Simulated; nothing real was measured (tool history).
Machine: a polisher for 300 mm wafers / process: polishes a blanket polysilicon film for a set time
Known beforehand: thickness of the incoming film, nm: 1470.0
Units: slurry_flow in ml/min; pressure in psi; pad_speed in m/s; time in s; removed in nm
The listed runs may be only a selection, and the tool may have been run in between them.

| run | hour | slurry_flow | pressure | pad_speed | time | removed |
|---|---|---|---|---|---|---|
| 1 | 0.0 | 190 | 3.3 | 0.94 | 36 | 358.900 |
| 2 | 1.3 | 190 | 3.0 | 0.86 | 36 | 296.770 |
| 3 | 5.6 | 190 | 3.0 | 1.00 | 36 | 342.770 |
| 4 | 10.3 | 190 | 3.0 | 0.82 | 36 | 284.760 |
| 5 | 16.2 | 190 | 3.0 | 0.82 | 32 | 249.590 |
| 6 | 18.1 | 190 | 3.0 | 0.82 | 36 | 284.870 |
| 7 | 26.7 | 190 | 2.8 | 0.78 | 36 | 251.270 |
| 8 | 33.0 | 190 | 2.6 | 0.74 | 36 | 223.240 |
| 9 | 37.5 | 190 | 2.4 | 0.72 | 36 | 203.050 |
| 10 | 45.6 | 190 | 2.4 | 0.72 | 36 | 205.160 |
| 11 | 48.8 | 190 | 2.4 | 0.72 | 36 | 201.780 |
| 12 | 51.7 | 190 | 2.3 | 0.70 | 36 | 190.810 |
| 13 | 56.4 | 190 | 2.2 | 0.68 | 36 | 177.050 |
| 14 | 61.3 | 190 | 2.1 | 0.66 | 36 | 167.020 |
| 15 | 69.4 | 185 | 1.5 | 0.54 | 36 | 100.240 |
| 16 | 71.6 | 195 | 1.5 | 0.54 | 36 | 99.297 |
| 17 | 77.9 | 190 | 1.6 | 0.54 | 36 | 104.930 |
| 18 | 84.2 | 190 | 1.6 | 0.54 | 36 | 104.820 |

What will run 19 give?
| 19 | 86.4 | 190 | 1.7 | 0.54 | 36 | ? |

Run 19 produced removed 109.220 nm.

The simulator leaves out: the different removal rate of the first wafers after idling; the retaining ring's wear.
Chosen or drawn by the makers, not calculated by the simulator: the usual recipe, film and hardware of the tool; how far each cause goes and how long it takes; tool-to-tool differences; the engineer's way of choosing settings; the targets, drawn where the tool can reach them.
